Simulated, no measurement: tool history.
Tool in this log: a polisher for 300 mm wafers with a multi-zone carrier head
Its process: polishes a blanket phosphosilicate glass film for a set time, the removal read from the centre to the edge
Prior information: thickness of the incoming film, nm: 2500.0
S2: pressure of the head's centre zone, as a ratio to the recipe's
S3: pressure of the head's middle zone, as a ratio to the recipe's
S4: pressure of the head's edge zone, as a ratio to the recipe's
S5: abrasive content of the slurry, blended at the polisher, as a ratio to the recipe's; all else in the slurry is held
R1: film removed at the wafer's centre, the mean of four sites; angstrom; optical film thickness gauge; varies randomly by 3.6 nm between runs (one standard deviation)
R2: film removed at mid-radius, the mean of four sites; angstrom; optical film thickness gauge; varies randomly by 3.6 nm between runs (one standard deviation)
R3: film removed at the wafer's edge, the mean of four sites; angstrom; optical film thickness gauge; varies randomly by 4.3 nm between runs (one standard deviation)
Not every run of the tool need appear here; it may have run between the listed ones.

run 1 hour=0 | flow_of_slurry_(ml/min)=310 S2=1 S3=1 S4=1 S5=1 polishing_time_(s)=34 | R1=2557.6 R2=2538.3 R3=2513.7
run 2 hour=2.1 | flow_of_slurry_(ml/min)=310 S2=0.97 S3=1 S4=1 S5=1 polishing_time_(s)=34 | R1=2555.3 R2=2535.6 R3=2496.4
run 3 hour=5 | flow_of_slurry_(ml/min)=310 S2=0.92 S3=1 S4=1 S5=1 polishing_time_(s)=34 | R1=2402.6 R2=2533.8 R3=2534.4
run 4 hour=11.9 | flow_of_slurry_(ml/min)=315 S2=0.96 S3=1.02 S4=1.02 S5=1.15 polishing_time_(s)=34 | R1=2624.1 R2=2657.2 R3=2697.4
run 5 hour=20.7 | flow_of_slurry_(ml/min)=315 S2=0.96 S3=1.02 S4=1.02 S5=0.95 polishing_time_(s)=34 | R1=2464.7 R2=2511.2 R3=2529.1
run 6 hour=26.7 | flow_of_slurry_(ml/min)=320 S2=1 S3=1.05 S4=1.02 S5=1.15 polishing_time_(s)=35 | R1=2786.5 R2=2793.6 R3=2663.1

Expected results for the next run?
run 7 hour=29.3 | flow_of_slurry_(ml/min)=320 S2=1.01 S3=1.06 S4=1.03 S5=1.25 polishing_time_(s)=36 | R1=? R2=? R3=?

Logged for run 7: R1 2988.1 angstrom, R2 2904.1 angstrom, R3 2934.9 angstrom.

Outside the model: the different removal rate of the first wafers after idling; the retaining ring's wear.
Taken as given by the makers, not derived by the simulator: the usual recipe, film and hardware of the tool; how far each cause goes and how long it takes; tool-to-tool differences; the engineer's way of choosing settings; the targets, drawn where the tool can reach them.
